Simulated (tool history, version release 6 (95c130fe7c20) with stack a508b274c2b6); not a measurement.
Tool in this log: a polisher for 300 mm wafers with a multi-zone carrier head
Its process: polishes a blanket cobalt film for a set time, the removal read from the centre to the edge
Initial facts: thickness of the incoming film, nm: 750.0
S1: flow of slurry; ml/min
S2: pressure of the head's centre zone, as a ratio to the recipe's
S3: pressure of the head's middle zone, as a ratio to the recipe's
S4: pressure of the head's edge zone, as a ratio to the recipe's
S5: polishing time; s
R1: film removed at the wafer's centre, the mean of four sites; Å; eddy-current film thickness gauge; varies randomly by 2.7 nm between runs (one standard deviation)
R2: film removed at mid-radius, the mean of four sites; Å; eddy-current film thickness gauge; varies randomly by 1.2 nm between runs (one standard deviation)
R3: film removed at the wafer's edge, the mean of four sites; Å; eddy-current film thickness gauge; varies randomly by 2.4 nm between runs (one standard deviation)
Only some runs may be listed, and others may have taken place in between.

{"run": 1, "hour": 0.0, "S1": 145, "S2": 1.0, "S3": 1.0, "S4": 1.0, "S5": 48, "R1": 2711.3, "R2": 2822.5, "R3": 2852.4}
{"run": 2, "hour": 3.4, "S1": 140, "S2": 1.0, "S3": 0.98, "S4": 0.98, "S5": 47, "R1": 2666.6, "R2": 2702.2, "R3": 2709.4}
{"run": 3, "hour": 6.8, "S1": 140, "S2": 1.0, "S3": 1.03, "S4": 0.98, "S5": 47, "R1": 2654.6, "R2": 2799.8, "R3": 2695.0}
{"run": 4, "hour": 12.4, "S1": 135, "S2": 1.0, "S3": 1.0, "S4": 0.97, "S5": 46, "R1": 2572.8, "R2": 2639.1, "R3": 2642.8}
{"run": 5, "hour": 19.2, "S1": 135, "S2": 1.0, "S3": 1.0, "S4": 0.97, "S5": 52, "R1": 2884.7, "R2": 3011.0, "R3": 3004.1}
{"run": 6, "hour": 24.6, "S1": 135, "S2": 0.93, "S3": 1.0, "S4": 0.97, "S5": 52, "R1": 2778.3, "R2": 2966.9, "R3": 3025.4}
{"hour": 28.9, "done": "slurry nozzle cleaned"}
{"run": 7, "hour": 28.9, "S1": 135, "S2": 0.93, "S3": 1.0, "S4": 0.97, "S5": 52, "R1": 2899.0, "R2": 3202.1, "R3": 3158.8}
{"run": 8, "hour": 30.0, "S1": 130, "S2": 0.93, "S3": 0.98, "S4": 0.96, "S5": 50, "R1": 2710.9, "R2": 3014.3, "R3": 3031.6}

What does the tool deliver on the next run?
{"run": 9, "hour": 33.2, "S1": 115, "S2": 1.03, "S3": 0.88, "S4": 0.87, "S5": 36, "R1": "?", "R2": "?", "R3": "?"}

R1: 2186.7 Å
R2: 1920.6 Å
R3: 2012.8 Å
